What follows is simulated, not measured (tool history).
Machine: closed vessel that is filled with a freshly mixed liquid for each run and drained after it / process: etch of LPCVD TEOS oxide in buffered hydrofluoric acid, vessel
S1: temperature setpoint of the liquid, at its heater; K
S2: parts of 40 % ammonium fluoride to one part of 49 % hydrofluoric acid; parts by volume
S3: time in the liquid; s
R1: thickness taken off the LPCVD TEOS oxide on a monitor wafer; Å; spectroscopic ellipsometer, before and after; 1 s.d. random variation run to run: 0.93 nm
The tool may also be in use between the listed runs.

{"run": 1, "hour": 0.0, "S1": 297.15, "S2": 8.5, "S3": 90, "R1": 2705.7}
{"run": 2, "hour": 8.4, "S1": 297.15, "S2": 11.0, "S3": 90, "R1": 2173.8}
{"run": 3, "hour": 14.6, "S1": 297.15, "S2": 11.0, "S3": 95, "R1": 2326.3}
{"run": 4, "hour": 18.1, "S1": 297.15, "S2": 9.5, "S3": 95, "R1": 2604.7}
{"run": 5, "hour": 21.5, "S1": 296.15, "S2": 9.5, "S3": 95, "R1": 2469.3}
{"run": 6, "hour": 29.4, "S1": 294.15, "S2": 9.5, "S3": 95, "R1": 2204.8}

Expected results for the next run?
{"run": 7, "hour": 36.1, "S1": 293.65, "S2": 9.5, "S3": 95, "R1": "?"}

R1: 2137.2 Å
